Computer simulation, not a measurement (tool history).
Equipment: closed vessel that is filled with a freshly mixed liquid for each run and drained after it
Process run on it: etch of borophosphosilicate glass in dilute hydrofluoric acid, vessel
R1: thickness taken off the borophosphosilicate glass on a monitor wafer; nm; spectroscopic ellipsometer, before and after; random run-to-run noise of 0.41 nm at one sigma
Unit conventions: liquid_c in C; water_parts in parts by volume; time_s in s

Run 1, hour 0.0: liquid_c 25.0 C, water_parts 80 parts by volume, time_s 95 s. Result: R1 35.715 nm.
Run 2, hour 6.4: liquid_c 25.5 C, water_parts 80 parts by volume, time_s 95 s. Result: R1 35.929 nm.
Run 3, hour 14.3: liquid_c 26.0 C, water_parts 80 parts by volume, time_s 95 s. Result: R1 37.181 nm.
Run 4, hour 21.5: liquid_c 26.5 C, water_parts 80 parts by volume, time_s 95 s. Result: R1 38.522 nm.
Run 5, hour 22.6: liquid_c 26.5 C, water_parts 80 parts by volume, time_s 95 s. Result: R1 38.214 nm.
Run 6, hour 27.5: liquid_c 23.5 C, water_parts 80 parts by volume, time_s 95 s. Result: R1 33.733 nm.
Run 7, hour 29.3: liquid_c 24.5 C, water_parts 80 parts by volume, time_s 95 s. Result: R1 35.547 nm.
Run 8, hour 38.0: liquid_c 25.0 C, water_parts 80 parts by volume, time_s 95 s. Result: R1 35.967 nm.
Run 9, hour 45.3: liquid_c 25.5 C, water_parts 80 parts by volume, time_s 95 s. Result: R1 37.584 nm.
Run 10, hour 49.4: liquid_c 26.0 C, water_parts 80 parts by volume, time_s 95 s. Result: R1 37.282 nm.

Predict the results of run 11:
Run 11, hour 53.4: liquid_c 26.5 C, water_parts 80 parts by volume, time_s 95 s. Result: R1 ?.

{"run 11": {"R1": 38.739}}
